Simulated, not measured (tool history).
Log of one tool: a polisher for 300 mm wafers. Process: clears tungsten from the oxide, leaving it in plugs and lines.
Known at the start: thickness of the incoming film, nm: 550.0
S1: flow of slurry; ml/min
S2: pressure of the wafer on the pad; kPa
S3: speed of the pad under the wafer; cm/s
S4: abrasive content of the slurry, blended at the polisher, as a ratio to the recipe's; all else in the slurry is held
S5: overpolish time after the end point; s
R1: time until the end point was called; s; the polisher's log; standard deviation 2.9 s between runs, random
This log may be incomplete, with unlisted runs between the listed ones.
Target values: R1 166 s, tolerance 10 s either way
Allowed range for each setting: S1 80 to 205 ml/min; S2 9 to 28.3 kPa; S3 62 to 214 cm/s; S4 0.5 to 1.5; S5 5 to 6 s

run	hour	S1	S2	S3	S4	S5	R1
1	0	135	18.6	138	1	6	99.973
2	8.7	135	18.6	138	0.85	6	103.64
3	15.2	110	18.6	138	0.85	6	109.13
4	17.7	110	20.7	138	0.85	6	99.613
5	23.5	110	20.7	138	0.85	6	99.539
6	30.6	110	20.7	138	0.65	6	107.08
7	32.3	110	19.3	136	0.65	6	114.47
8	37.6	110	17.9	134	0.65	6	125.52
9	40.6	110	17.2	134	0.65	6	132.33
10	46.5	110	16.5	134	0.65	6	134.86
11	49.8	110	15.9	134	0.65	6	146.15
12	58.3	105	15.2	134	0.65	6	154.06

Which single option among these 4 for the next run brings every result within its allowed miss of target? Just one does.
A	66.8	100	16.5	132	0.7	6	?
B	66.8	100	15.9	168	0.5	6	?
C	66.8	100	14.5	138	0.8	6	?
D	66.8	100	15.2	140	0.5	6	?

move	R1
A	136.83
B	132.05
C	142.79
D	161.92
A: the biggest miss grows against the last run
B: the biggest miss grows against the last run
C: the biggest miss grows against the last run
D: every result within its allowed miss
Correct choice: D, which meets every target
